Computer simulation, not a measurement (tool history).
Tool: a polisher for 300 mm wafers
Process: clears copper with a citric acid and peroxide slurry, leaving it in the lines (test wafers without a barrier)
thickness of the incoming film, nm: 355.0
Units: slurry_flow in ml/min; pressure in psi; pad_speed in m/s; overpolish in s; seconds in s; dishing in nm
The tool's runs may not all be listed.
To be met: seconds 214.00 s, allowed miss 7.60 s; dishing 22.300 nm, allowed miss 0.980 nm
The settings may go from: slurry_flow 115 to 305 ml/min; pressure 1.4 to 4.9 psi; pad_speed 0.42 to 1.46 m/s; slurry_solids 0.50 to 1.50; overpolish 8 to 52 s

run 1 hour=0.0 | slurry_flow=195 pressure=3.1 pad_speed=0.94 slurry_solids=1.00 overpolish=26 | seconds=154.79 dishing=43.489
run 2 hour=7.1 | slurry_flow=195 pressure=3.1 pad_speed=0.94 slurry_solids=1.10 overpolish=26 | seconds=150.11 dishing=43.745
run 3 hour=15.4 | slurry_flow=195 pressure=3.1 pad_speed=0.94 slurry_solids=1.25 overpolish=26 | seconds=146.32 dishing=44.708
run 4 hour=24.1 | slurry_flow=235 pressure=3.1 pad_speed=0.94 slurry_solids=1.25 overpolish=26 | seconds=143.68 dishing=45.471
run 5 hour=24.7 | slurry_flow=235 pressure=3.1 pad_speed=0.94 slurry_solids=1.25 overpolish=32 | seconds=144.18 dishing=54.221
run 6 hour=28.9 | slurry_flow=235 pressure=2.4 pad_speed=0.94 slurry_solids=1.25 overpolish=32 | seconds=180.48 dishing=43.475
run 7 hour=30.3 | slurry_flow=235 pressure=2.3 pad_speed=0.94 slurry_solids=1.25 overpolish=30 | seconds=192.42 dishing=40.595
run 8 hour=35.5 | slurry_flow=235 pressure=2.3 pad_speed=0.94 slurry_solids=1.25 overpolish=28 | seconds=190.32 dishing=37.239
run 9 hour=37.1 | slurry_flow=235 pressure=2.3 pad_speed=0.94 slurry_solids=1.25 overpolish=27 | seconds=187.70 dishing=36.911
run 10 hour=45.8 | slurry_flow=235 pressure=2.2 pad_speed=0.94 slurry_solids=1.25 overpolish=26 | seconds=202.75 dishing=34.409
run 11 hour=48.3 | slurry_flow=235 pressure=2.2 pad_speed=0.94 slurry_solids=1.25 overpolish=25 | seconds=196.95 dishing=33.024
run 12 hour=55.1 | slurry_flow=235 pressure=2.2 pad_speed=0.94 slurry_solids=1.25 overpolish=24 | seconds=200.83 dishing=32.351
run 13 hour=63.1 | slurry_flow=235 pressure=2.2 pad_speed=0.94 slurry_solids=1.25 overpolish=23 | seconds=196.71 dishing=30.356
run 14 hour=69.5 | slurry_flow=235 pressure=2.2 pad_speed=0.94 slurry_solids=1.25 overpolish=23 | seconds=199.31 dishing=30.900
run 15 hour=73.9 | slurry_flow=235 pressure=2.2 pad_speed=0.94 slurry_solids=1.25 overpolish=22 | seconds=196.46 dishing=28.726
run 16 hour=77.6 | slurry_flow=240 pressure=2.0 pad_speed=0.94 slurry_solids=1.30 overpolish=19 | seconds=215.52 dishing=24.284

Which of these 5 next moves meets every target?
run A hour=81.3 | slurry_flow=260 pressure=2.5 pad_speed=0.72 slurry_solids=1.30 overpolish=22 | seconds=? dishing=?
run B hour=81.3 | slurry_flow=180 pressure=2.0 pad_speed=0.96 slurry_solids=1.30 overpolish=20 | seconds=? dishing=?
run C hour=81.3 | slurry_flow=205 pressure=2.3 pad_speed=0.84 slurry_solids=1.35 overpolish=17 | seconds=? dishing=?
run D hour=81.3 | slurry_flow=245 pressure=1.9 pad_speed=0.94 slurry_solids=1.35 overpolish=22 | seconds=? dishing=?
run E hour=81.3 | slurry_flow=260 pressure=2.2 pad_speed=0.82 slurry_solids=1.45 overpolish=20 | seconds=? dishing=?

move=A seconds=224.20 dishing=26.349
move=B seconds=217.74 dishing=24.609
move=C seconds=212.65 dishing=21.788
move=D seconds=222.70 dishing=26.223
move=E seconds=217.57 dishing=24.720
A: further off than the last run
B: further off than the last run
C: meets every target
D: further off than the last run
E: further off than the last run
The right move is C.

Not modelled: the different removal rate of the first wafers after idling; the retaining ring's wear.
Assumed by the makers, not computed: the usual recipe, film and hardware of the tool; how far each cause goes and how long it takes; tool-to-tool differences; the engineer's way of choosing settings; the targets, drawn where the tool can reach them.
